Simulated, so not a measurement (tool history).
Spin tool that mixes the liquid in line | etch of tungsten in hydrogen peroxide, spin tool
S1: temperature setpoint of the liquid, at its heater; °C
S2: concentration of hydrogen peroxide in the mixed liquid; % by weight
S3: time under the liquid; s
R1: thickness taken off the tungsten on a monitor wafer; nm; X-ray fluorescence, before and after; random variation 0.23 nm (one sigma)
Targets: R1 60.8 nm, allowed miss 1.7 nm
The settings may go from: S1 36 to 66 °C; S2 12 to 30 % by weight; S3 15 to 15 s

| run | day | S1 | S2 | S3 | R1 |
|---|---|---|---|---|---|
| 1 | 0 | 52 | 21 | 15 | 48.9 |
| 2 | 0.158 | 47 | 21 | 15 | 36.026 |
| 3 | 0.254 | 44 | 21 | 15 | 29.835 |
| 4 | 0.604 | 39.5 | 21 | 15 | 22.247 |
| 5 | 0.683 | 37 | 21 | 15 | 18.828 |
| 6 | 0.829 | 43 | 21 | 15 | 27.832 |
| 7 | 1.112 | 47 | 21 | 15 | 35.84 |
| 8 | 1.233 | 49.5 | 21 | 15 | 41.934 |
| 9 | 1.421 | 51.5 | 21 | 15 | 47.646 |
| 10 | 1.612 | 53 | 21 | 15 | 51.944 |
| 11 | 1.738 | 54 | 21 | 15 | 54.913 |

Which of these 5 next moves meets every target?
| A | 1.862 | 56 | 22 | 15 | ? |
| B | 1.862 | 55 | 23 | 15 | ? |
| C | 1.862 | 53 | 21 | 15 | ? |
| D | 1.862 | 55 | 20 | 15 | ? |
| E | 1.862 | 53.5 | 22.5 | 15 | ? |

| move | R1 |
|---|---|
| A | 63.459 |
| B | 61.162 |
| C | 51.872 |
| D | 57.034 |
| E | 55.325 |
A: takes the result that was furthest off past its target
B: meets every target
C: further off than the last run
D: nearer than the last run, and not there yet
E: nearer than the last run, and not there yet
Answer: B
